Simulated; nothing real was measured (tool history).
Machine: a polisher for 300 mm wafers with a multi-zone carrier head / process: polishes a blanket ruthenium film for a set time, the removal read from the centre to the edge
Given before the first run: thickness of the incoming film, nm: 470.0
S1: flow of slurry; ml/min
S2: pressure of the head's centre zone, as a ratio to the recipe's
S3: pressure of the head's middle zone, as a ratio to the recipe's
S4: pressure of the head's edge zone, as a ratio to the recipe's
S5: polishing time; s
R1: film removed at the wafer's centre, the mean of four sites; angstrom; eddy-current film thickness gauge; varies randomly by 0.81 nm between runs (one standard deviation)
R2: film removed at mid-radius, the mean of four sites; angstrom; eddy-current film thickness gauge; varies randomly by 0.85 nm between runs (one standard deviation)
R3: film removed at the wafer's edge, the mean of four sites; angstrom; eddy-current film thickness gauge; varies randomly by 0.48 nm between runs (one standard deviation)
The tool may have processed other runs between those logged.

run	day	S1	S2	S3	S4	S5	R1	R2	R3
1	0.000	290	1.00	1.00	1.00	85	1042.80	1050.10	1037.50
2	0.242	285	0.98	0.98	0.99	81	987.69	995.53	990.78
3	0.388	285	0.98	0.98	0.99	70	878.79	847.70	841.81
4	0.417	280	0.96	0.98	1.00	68	822.25	832.39	819.33
5	0.758	250	0.96	0.98	1.00	68	800.77	821.76	823.45
6	0.988	210	0.96	0.98	1.00	68	774.24	806.45	810.03
7	1.067	205	0.95	0.97	1.00	67	768.85	784.79	782.46

Predict the results of run 8:
8	1.275	230	0.85	0.91	1.10	52	?	?	?

For run 8 the tool returned R1 534.55 angstrom, R2 574.30 angstrom, R3 642.66 angstrom.

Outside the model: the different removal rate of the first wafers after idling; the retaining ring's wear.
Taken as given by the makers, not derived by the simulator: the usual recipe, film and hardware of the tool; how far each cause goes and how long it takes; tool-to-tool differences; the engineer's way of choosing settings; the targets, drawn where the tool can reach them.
